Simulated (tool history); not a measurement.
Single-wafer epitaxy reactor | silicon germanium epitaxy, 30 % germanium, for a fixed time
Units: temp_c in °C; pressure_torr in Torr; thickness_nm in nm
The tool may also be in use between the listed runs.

run  hour  temp_c  pressure_torr  thickness_nm
  1   0.0     615           21.3        75.556
  2   8.7     618           21.4        79.085
  3  13.4     621           21.5        84.088
  4  18.9     623           21.5        86.467
     24.6  -- pyrometer calibrated
  5  24.6     625           21.5        97.045
  6  30.5     631           21.5       107.230
  7  33.0     630           21.5       105.290
  8  36.9     629           21.5       103.640
  9  42.0     629           21.5       103.400

The next listed run, before its measurement:
 10  50.1     628           21.5             ?

thickness_nm: 102.340 nm
